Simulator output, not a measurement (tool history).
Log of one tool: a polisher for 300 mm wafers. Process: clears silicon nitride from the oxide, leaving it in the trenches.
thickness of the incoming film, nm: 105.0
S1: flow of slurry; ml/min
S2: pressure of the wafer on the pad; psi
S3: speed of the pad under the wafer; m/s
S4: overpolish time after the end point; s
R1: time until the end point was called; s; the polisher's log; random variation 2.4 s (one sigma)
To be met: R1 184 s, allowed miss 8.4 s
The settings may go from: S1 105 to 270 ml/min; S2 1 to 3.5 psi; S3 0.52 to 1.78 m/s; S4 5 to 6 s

Run 1, hour 0: S1 175 ml/min, S2 2.2 psi, S3 1.14 m/s, S4 6 s. Result: R1 119.96 s.
Run 2, hour 2.7: S1 190 ml/min, S2 2.2 psi, S3 1.14 m/s, S4 6 s. Result: R1 118.21 s.
Run 3, hour 8.5: S1 190 ml/min, S2 2.5 psi, S3 1.14 m/s, S4 6 s. Result: R1 109.89 s.
Run 4, hour 17.5: S1 190 ml/min, S2 2.5 psi, S3 1.14 m/s, S4 5 s. Result: R1 110.54 s.
Run 5, hour 22.8: S1 235 ml/min, S2 2.5 psi, S3 1.14 m/s, S4 5 s. Result: R1 107.95 s.
Run 6, hour 29.3: S1 235 ml/min, S2 3 psi, S3 1.14 m/s, S4 5 s. Result: R1 94.59 s.
Run 7, hour 32.8: S1 235 ml/min, S2 2.6 psi, S3 1.08 m/s, S4 5 s. Result: R1 109.77 s.
Run 8, hour 39.9: S1 235 ml/min, S2 2.2 psi, S3 1.04 m/s, S4 5 s. Result: R1 125.13 s.
Run 9, hour 44.4: S1 235 ml/min, S2 1.9 psi, S3 1 m/s, S4 5 s. Result: R1 137.42 s.
Run 10, hour 46.6: S1 235 ml/min, S2 1.7 psi, S3 0.96 m/s, S4 5 s. Result: R1 157.26 s.
Run 11, hour 55.6: S1 235 ml/min, S2 1.6 psi, S3 0.96 m/s, S4 5 s. Result: R1 160.73 s.
Run 12, hour 57.4: S1 235 ml/min, S2 1.5 psi, S3 0.96 m/s, S4 5 s. Result: R1 169.32 s.
Run 13, hour 61.4: S1 235 ml/min, S2 1.4 psi, S3 0.96 m/s, S4 5 s. Result: R1 171.75 s.

5 next moves are on the table. One of them brings every result within its allowed miss. Which?
Run A, hour 65.4: S1 195 ml/min, S2 1.2 psi, S3 0.88 m/s, S4 5 s. Result: R1 ?.
Run B, hour 65.4: S1 200 ml/min, S2 1.2 psi, S3 1.18 m/s, S4 5 s. Result: R1 ?.
Run C, hour 65.4: S1 250 ml/min, S2 1.1 psi, S3 0.84 m/s, S4 5 s. Result: R1 ?.
Run D, hour 65.4: S1 235 ml/min, S2 1.1 psi, S3 0.86 m/s, S4 6 s. Result: R1 ?.
Run E, hour 65.4: S1 225 ml/min, S2 1.2 psi, S3 0.98 m/s, S4 6 s. Result: R1 ?.

move      R1
   A  202.38
   B  158.15
   C   212.8
   D  210.11
   E  182.43
A: takes the result that was furthest off past its target
B: further off than the last run
C: takes the result that was furthest off past its target
D: takes the result that was furthest off past its target
E: meets every target
Answer: E
